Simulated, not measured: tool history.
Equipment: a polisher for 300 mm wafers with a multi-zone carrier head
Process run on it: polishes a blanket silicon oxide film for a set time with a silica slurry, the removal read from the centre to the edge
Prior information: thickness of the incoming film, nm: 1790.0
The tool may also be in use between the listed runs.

run	hour	flow of slurry (ml/min)	pressure of the head's centre zone	pressure of the head's middle zone	pressure of the head's edge zone	abrasive content of the slurry	polishing time (s)	film removed at the wafer's centre (nm)	film removed at mid-radius (nm)	film removed at the wafer's edge (nm)
1	0	290	1	1	1	1	76	302.17	292.83	290.83
2	2.8	290	1	1	1.04	1	76	300.35	289.67	297
3	11.4	290	1	1.06	1.04	1	76	302.38	307.2	297.14
4	13	350	1	1.06	1.04	1	76	303.01	311.86	304.11
5	17.8	305	1	1.06	1.04	1	76	301.59	314.17	298.21
6	26.6	295	1.01	1.04	1	0.95	76	297.02	295.42	283.02
7	33.4	285	1.02	1.03	0.97	0.95	76	296.79	295.62	277.84
8	35.6	275	1.12	0.93	0.87	0.7	76	263.36	216.96	215.57
9	44	290	1.12	0.95	0.88	0.7	76	266.43	223.22	219.74
10	48.5	300	1.13	0.96	0.88	0.7	76	269.85	226.52	218.65
11	54	310	1.13	0.97	0.89	0.7	76	271.02	229.26	219.69
12	55.9	385	1.16	1.05	0.96	0.75	76	299.17	262.44	242.87
13	63.2	380	1.16	1.05	0.95	0.75	76	297.63	260.23	243.11
14	71.3	375	1.16	1.05	0.94	0.75	76	296.68	264.83	239.73
15	80.2	370	1.16	1.04	0.94	0.75	76	297.72	257.96	241.85
16	89.1	365	1.16	1.04	0.93	0.75	76	296.81	258.5	240.34
17	96.8	365	1.16	1.04	0.92	0.75	76	300.55	257	239.17
18	97.7	360	1.16	1.04	0.92	0.75	76	297.31	256.63	237.96

Predict the results of run 19:
19	106.3	355	1.16	1.04	0.91	0.75	76	?	?	?

{"run 19": {"film removed at the wafer's centre (nm)": 299.25, "film removed at mid-radius (nm)": 256.66, "film removed at the wafer's edge (nm)": 237.67}}
